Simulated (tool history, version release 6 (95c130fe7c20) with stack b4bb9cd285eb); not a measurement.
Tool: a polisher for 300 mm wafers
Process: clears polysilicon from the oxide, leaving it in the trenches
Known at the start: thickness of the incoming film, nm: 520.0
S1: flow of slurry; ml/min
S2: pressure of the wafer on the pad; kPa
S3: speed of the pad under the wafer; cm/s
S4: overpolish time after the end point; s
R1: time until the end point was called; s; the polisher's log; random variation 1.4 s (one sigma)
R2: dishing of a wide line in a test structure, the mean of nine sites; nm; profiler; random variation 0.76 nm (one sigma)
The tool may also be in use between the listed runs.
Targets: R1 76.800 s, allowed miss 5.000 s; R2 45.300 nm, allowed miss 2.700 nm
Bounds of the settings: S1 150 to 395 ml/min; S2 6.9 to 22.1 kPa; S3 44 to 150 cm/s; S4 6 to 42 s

run    day   S1    S2   S3  S4      R1      R2
  1  0.000  250  14.5   96  21  56.289  53.366
  2  0.238  250  14.5  114  21  46.911  55.973
  3  0.483  255  13.8  110  18  52.098  52.758
  4  0.846  255  13.1  108  16  53.875  49.775
  5  0.888  255  12.4  106  16  57.791  50.194
  6  1.062  255  15.2  106  16  49.472  52.043
  7  1.183  255  13.8  104  16  52.336  52.557
  8  1.371  255  12.4  104  15  60.585  50.226
  9  1.571  255  11.7  104  13  64.736  44.912
 10  1.817  255  11.7  104  13  63.989  46.253
 11  2.154  255  11.7  104  13  61.304  47.735
 12  2.421  255  11.0  104  13  65.876  44.960
 13  2.671  255  11.0  102  14  68.545  46.504

5 next moves are on the table. One of them brings every result within its allowed miss. Which?
  A  2.921  305  12.4   80  31   ?   ?
  B  2.921  260  11.0  102  13   ?   ?
  C  2.921  270  13.1  108  13   ?   ?
  D  2.921  290   8.3  116  16   ?   ?
  E  2.921  275  11.0  102  12   ?   ?

move      R1      R2
   A  77.169  55.026
   B  69.354  45.662
   C  55.380  49.404
   D  79.702  46.875
   E  68.972  44.283
A: brings the result that was furthest off to its target, and leaves another outside
B: nearer than the last run, and not there yet
C: further off than the last run
D: meets every target
E: nearer than the last run, and not there yet
Move D is the one to make.

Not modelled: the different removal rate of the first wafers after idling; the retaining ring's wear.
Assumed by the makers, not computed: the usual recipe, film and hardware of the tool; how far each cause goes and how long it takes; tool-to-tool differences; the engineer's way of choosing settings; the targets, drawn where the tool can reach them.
